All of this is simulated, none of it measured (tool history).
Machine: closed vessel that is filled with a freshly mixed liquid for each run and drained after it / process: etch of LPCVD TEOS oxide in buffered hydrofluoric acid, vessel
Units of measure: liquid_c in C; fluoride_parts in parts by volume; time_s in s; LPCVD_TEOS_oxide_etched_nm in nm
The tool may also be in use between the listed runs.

| run | day | liquid_c | fluoride_parts | time_s | LPCVD_TEOS_oxide_etched_nm |
|---|---|---|---|---|---|
| 1 | 0 | 24 | 14 | 30 | 57.02 |
| 2 | 0.204 | 24 | 14 | 30 | 57.969 |
| 3 | 0.446 | 26 | 14 | 30 | 63.98 |
| 4 | 0.554 | 26 | 14 | 30 | 64.884 |
| 5 | 0.721 | 26 | 15.5 | 30 | 57.433 |
| 6 | 0.85 | 26 | 15.5 | 30 | 58.555 |
| 7 | 0.992 | 27.5 | 15 | 30 | 65.366 |
| 8 | 1.358 | 28.5 | 14.5 | 30 | 70.005 |
| 9 | 1.529 | 29.5 | 14 | 30 | 78.334 |
| 10 | 1.879 | 30 | 14 | 30 | 80.208 |
| 11 | 2.183 | 30 | 14 | 30 | 80.36 |

Forecast run 12:
| 12 | 2.321 | 30.5 | 14 | 30 | ? |

Run 12 gave LPCVD_TEOS_oxide_etched_nm 81.716 nm.
